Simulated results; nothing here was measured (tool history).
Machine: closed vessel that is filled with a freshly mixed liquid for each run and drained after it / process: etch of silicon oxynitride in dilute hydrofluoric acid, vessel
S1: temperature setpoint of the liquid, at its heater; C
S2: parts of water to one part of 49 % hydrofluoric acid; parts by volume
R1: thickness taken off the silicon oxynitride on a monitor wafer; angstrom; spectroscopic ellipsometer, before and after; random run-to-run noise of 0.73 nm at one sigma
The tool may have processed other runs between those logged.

run 1 hour=0 | S1=22 S2=280 time_in_the_liquid_(s)=2935 | R1=442.65
run 2 hour=1.4 | S1=22 S2=280 time_in_the_liquid_(s)=2935 | R1=443.32
run 3 hour=5.3 | S1=22 S2=280 time_in_the_liquid_(s)=2935 | R1=444.37
run 4 hour=8.9 | S1=24.5 S2=210 time_in_the_liquid_(s)=2995 | R1=705.91
run 5 hour=15.2 | S1=26 S2=160 time_in_the_liquid_(s)=3005 | R1=1036
run 6 hour=21.3 | S1=23.5 S2=160 time_in_the_liquid_(s)=3005 | R1=931.23
run 7 hour=29.9 | S1=25.5 S2=135 time_in_the_liquid_(s)=3005 | R1=1221.5

The next listed run, before its measurement:
run 8 hour=31.6 | S1=27 S2=125 time_in_the_liquid_(s)=3005 | R1=?

R1: 1432.7 angstrom
